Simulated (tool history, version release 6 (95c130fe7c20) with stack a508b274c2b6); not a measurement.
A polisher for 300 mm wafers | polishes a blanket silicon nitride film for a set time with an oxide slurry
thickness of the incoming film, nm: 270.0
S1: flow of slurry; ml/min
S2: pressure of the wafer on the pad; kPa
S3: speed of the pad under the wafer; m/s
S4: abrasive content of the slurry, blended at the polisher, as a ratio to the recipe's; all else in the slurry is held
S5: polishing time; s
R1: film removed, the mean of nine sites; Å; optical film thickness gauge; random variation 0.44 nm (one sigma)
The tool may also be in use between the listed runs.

run	hour	S1	S2	S3	S4	S5	R1
1	0	265	22.8	0.88	1	46	204.11
2	5.4	265	22.8	0.88	1	41	182.67
3	13.5	265	26.9	0.96	1	41	221.26
4	19.7	265	29.6	1.08	1.05	42	279.17
5	27.3	265	31.7	1.16	1.05	42	303.3
6	35.5	265	33.1	1.22	1.1	42	344.58
7	42.4	265	33.8	1.26	1.1	42	361.47

Run 8 comes next. What will it give?
8	47.9	265	34.5	1.28	1.1	42	?

Run 8 gave R1 372.11 Å.

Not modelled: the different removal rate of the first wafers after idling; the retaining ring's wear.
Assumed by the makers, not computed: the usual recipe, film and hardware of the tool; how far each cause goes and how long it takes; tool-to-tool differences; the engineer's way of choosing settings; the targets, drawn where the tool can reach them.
